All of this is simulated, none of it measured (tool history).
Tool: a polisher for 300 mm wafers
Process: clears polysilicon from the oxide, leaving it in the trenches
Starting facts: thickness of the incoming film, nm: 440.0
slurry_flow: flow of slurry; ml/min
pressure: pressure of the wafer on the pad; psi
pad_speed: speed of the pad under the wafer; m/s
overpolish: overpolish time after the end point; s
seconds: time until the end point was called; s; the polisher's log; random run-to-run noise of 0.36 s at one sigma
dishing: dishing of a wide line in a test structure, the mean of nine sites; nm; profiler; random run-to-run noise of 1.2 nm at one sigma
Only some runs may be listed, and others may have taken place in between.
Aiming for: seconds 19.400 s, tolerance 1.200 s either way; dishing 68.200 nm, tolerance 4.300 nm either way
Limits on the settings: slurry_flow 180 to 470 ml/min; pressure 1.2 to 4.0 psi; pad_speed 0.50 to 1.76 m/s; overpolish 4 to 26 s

run,hour,slurry_flow,pressure,pad_speed,overpolish,seconds,dishing
1,0.0,300,2.6,1.12,13,25.579,64.683
2,3.2,300,2.6,0.90,13,30.414,64.400
3,9.5,300,2.6,0.90,9,30.753,55.053
4,16.2,300,2.7,0.90,9,30.270,58.405
5,18.7,300,3.1,0.90,9,25.913,60.254
6,26.6,300,3.2,0.90,9,25.314,60.392
7,31.9,300,3.3,0.90,9,25.121,60.211
8,37.6,300,3.4,0.90,9,24.083,58.675

4 candidate next runs follow, results not yet known. Just one meets every target within its allowed miss. Identify it.
A,43.3,310,3.5,0.82,19,?,?
B,43.3,295,3.3,0.80,14,?,?
C,43.3,320,3.9,0.98,14,?,?
D,43.3,260,4.0,1.00,4,?,?

move,seconds,dishing
A,25.607,68.429
B,27.885,66.053
C,19.582,68.302
D,19.264,50.059
A: moves away from the targets compared with the last run
B: moves away from the targets compared with the last run
C: every result lands within tolerance
D: the furthest-off result lands on target, but another misses its tolerance
Go with C: it meets all targets.
